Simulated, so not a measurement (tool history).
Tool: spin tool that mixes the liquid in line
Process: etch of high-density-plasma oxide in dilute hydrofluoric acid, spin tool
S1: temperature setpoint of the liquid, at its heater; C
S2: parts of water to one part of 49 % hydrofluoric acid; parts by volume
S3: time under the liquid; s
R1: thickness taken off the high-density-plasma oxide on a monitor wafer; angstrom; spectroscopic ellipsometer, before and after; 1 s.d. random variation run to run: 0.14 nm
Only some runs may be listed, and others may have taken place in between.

{"run": 1, "hour": 0.0, "S1": 21.0, "S2": 145, "S3": 260, "R1": 116.68}
{"run": 2, "hour": 8.8, "S1": 22.0, "S2": 140, "S3": 260, "R1": 125.24}
{"run": 3, "hour": 9.4, "S1": 22.0, "S2": 140, "S3": 280, "R1": 136.85}
{"run": 4, "hour": 15.3, "S1": 22.0, "S2": 115, "S3": 280, "R1": 166.79}
{"run": 5, "hour": 22.5, "S1": 22.0, "S2": 150, "S3": 280, "R1": 123.47}
{"run": 6, "hour": 25.2, "S1": 22.0, "S2": 150, "S3": 280, "R1": 124.29}
{"run": 7, "hour": 31.4, "S1": 23.0, "S2": 145, "S3": 280, "R1": 135.7}
{"run": 8, "hour": 39.2, "S1": 23.5, "S2": 140, "S3": 280, "R1": 142.08}
{"run": 9, "hour": 45.4, "S1": 24.0, "S2": 135, "S3": 280, "R1": 153.04}
{"run": 10, "hour": 49.3, "S1": 24.5, "S2": 135, "S3": 280, "R1": 157.62}
{"run": 11, "hour": 54.6, "S1": 25.0, "S2": 135, "S3": 280, "R1": 157.8}
{"run": 12, "hour": 60.9, "S1": 25.5, "S2": 135, "S3": 280, "R1": 159.9}
{"run": 13, "hour": 67.8, "S1": 26.0, "S2": 135, "S3": 280, "R1": 165.19}
{"run": 14, "hour": 74.1, "S1": 26.5, "S2": 135, "S3": 280, "R1": 166.39}
{"hour": 80.7, "done": "hydrofluoric acid flow meter replaced"}
{"run": 15, "hour": 80.7, "S1": 27.0, "S2": 135, "S3": 280, "R1": 154.56}

Predict the results of run 16:
{"run": 16, "hour": 86.2, "S1": 28.0, "S2": 100, "S3": 280, "R1": "?"}

R1: 227.76 angstrom
